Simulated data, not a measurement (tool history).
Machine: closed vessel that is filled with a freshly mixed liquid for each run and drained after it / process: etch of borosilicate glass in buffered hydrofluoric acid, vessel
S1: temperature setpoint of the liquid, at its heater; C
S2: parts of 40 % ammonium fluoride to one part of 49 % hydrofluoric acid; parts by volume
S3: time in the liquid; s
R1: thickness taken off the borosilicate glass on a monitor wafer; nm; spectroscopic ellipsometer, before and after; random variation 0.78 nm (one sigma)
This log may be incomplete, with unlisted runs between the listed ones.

run  hour    S1    S2  S3      R1
  1   0.0  25.0  22.0  85  53.616
  2   6.5  27.0  20.0  85  63.659
  3   7.5  27.0  25.5  85  53.404
  4  10.9  28.5  22.5  85  62.892
  5  14.9  29.5  20.0  85  72.195
  6  18.0  29.5  16.5  85  88.785

Run 7 comes next. What will it give?
  7  23.7  30.0  16.5  85   ?

Run 7 yielded R1 88.931 nm.

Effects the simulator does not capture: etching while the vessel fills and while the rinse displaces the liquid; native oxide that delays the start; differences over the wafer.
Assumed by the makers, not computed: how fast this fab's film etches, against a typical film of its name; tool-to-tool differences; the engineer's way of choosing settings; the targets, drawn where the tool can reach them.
